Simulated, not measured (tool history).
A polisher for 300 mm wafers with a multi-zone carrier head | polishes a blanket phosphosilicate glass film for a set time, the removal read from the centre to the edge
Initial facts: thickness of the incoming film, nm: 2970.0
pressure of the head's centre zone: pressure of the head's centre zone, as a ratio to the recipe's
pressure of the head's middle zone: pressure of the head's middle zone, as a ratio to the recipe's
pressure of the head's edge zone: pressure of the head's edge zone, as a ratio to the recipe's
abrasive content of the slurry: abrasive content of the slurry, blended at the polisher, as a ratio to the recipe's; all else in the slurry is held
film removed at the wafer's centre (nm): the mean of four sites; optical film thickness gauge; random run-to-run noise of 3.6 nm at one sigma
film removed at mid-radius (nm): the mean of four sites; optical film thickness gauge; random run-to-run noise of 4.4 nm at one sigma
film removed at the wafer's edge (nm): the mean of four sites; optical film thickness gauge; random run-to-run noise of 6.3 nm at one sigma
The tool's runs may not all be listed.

run	hour	flow of slurry (ml/min)	pressure of the head's centre zone	pressure of the head's middle zone	pressure of the head's edge zone	abrasive content of the slurry	polishing time (s)	film removed at the wafer's centre (nm)	film removed at mid-radius (nm)	film removed at the wafer's edge (nm)
1	0.0	195	1.00	1.00	1.00	1.00	50	295.97	290.69	297.95
2	3.2	195	1.00	1.00	1.00	0.85	50	267.16	266.83	277.12
3	6.9	200	1.00	1.02	1.06	1.05	52	317.05	319.02	323.73
4	12.1	200	1.00	1.02	1.11	1.05	52	315.69	322.23	344.46
5	18.0	200	1.00	1.02	1.11	1.05	57	345.15	347.06	369.73
6	19.7	205	1.01	1.04	1.14	1.15	58	371.42	381.44	399.97
7	24.7	215	1.03	1.05	1.16	1.20	58	385.91	388.91	416.94
8	33.0	225	1.06	1.08	1.17	1.25	58	412.64	404.25	433.07
9	34.2	235	1.07	1.11	1.17	1.25	58	418.59	418.08	444.71

What does the tool deliver on the next run?
10	36.6	245	1.08	1.13	1.15	1.25	58	?	?	?

film removed at the wafer's centre (nm): 427.12
film removed at mid-radius (nm): 425.20
film removed at the wafer's edge (nm): 419.46
